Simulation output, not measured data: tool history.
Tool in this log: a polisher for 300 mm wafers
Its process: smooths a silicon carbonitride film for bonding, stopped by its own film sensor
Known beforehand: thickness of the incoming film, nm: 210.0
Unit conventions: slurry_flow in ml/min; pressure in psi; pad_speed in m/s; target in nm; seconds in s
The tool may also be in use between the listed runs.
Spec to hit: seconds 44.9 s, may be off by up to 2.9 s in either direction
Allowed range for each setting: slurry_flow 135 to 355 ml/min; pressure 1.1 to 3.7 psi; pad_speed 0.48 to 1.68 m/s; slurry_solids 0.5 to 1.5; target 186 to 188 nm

run 1 hour=0 | slurry_flow=225 pressure=2.4 pad_speed=1.08 slurry_solids=1 target=186 | seconds=70.214
run 2 hour=6.4 | slurry_flow=225 pressure=2.5 pad_speed=1.1 slurry_solids=1 target=186 | seconds=67.035
run 3 hour=14.6 | slurry_flow=225 pressure=2.6 pad_speed=1.12 slurry_solids=1 target=186 | seconds=63.422
run 4 hour=23.5 | slurry_flow=195 pressure=2.6 pad_speed=1.12 slurry_solids=1 target=186 | seconds=64.174
run 5 hour=29.5 | slurry_flow=195 pressure=2.7 pad_speed=1.12 slurry_solids=1 target=186 | seconds=63.681
run 6 hour=34.1 | slurry_flow=170 pressure=2.7 pad_speed=1.12 slurry_solids=1 target=186 | seconds=65.769
run 7 hour=39.9 | slurry_flow=185 pressure=3.3 pad_speed=1.2 slurry_solids=1 target=186 | seconds=52.248
run 8 hour=43.7 | slurry_flow=185 pressure=3.4 pad_speed=1.2 slurry_solids=1 target=186 | seconds=52.079
run 9 hour=49.4 | slurry_flow=185 pressure=3.4 pad_speed=1.2 slurry_solids=1 target=186 | seconds=50.675

5 candidate next runs follow, results not yet known. Just one meets every target within its allowed miss. Identify it.
run A hour=55.1 | slurry_flow=270 pressure=2.9 pad_speed=0.94 slurry_solids=1.3 target=186 | seconds=?
run B hour=55.1 | slurry_flow=185 pressure=3.6 pad_speed=1.26 slurry_solids=0.8 target=186 | seconds=?
run C hour=55.1 | slurry_flow=200 pressure=2.7 pad_speed=1.56 slurry_solids=0.95 target=188 | seconds=?
run D hour=55.1 | slurry_flow=175 pressure=3 pad_speed=1 slurry_solids=1.4 target=186 | seconds=?
run E hour=55.1 | slurry_flow=195 pressure=3.4 pad_speed=1.22 slurry_solids=0.95 target=186 | seconds=?

move=A seconds=57.765
move=B seconds=52.679
move=C seconds=45.164
move=D seconds=54.451
move=E seconds=50.375
A: misses by more than the last run did
B: misses by more than the last run did
C: every result within its allowed miss
D: misses by more than the last run did
E: closer than the last run, but not yet in spec
The right move is C.
